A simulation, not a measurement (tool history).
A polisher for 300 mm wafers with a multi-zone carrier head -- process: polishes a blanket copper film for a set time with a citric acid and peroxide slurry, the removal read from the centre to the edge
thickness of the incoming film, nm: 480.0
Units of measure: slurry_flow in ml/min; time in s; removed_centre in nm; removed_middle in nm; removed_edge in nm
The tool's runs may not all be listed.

run	hour	slurry_flow	centre_zone	middle_zone	edge_zone	slurry_solids	time	removed_centre	removed_middle	removed_edge
1	0.0	320	1.00	1.00	1.00	1.00	55	109.920	110.120	111.070
2	5.4	320	0.99	0.99	0.96	0.85	54	104.560	103.510	101.980
3	13.2	320	0.92	0.99	0.96	0.85	54	95.987	100.910	101.610
4	21.2	315	0.91	0.98	0.92	0.80	54	92.857	101.810	101.580
5	29.8	315	0.91	0.98	0.92	0.70	54	90.317	97.409	97.195
6	36.4	315	0.91	0.98	0.92	0.70	60	100.570	109.040	107.970
7	41.3	325	0.93	0.98	0.91	0.65	58	98.459	102.880	104.560

Predict the results of run 8:
8	47.4	305	0.95	0.99	0.89	0.60	57	?	?	?

removed_centre: 96.318 nm
removed_middle: 101.010 nm
removed_edge: 97.450 nm
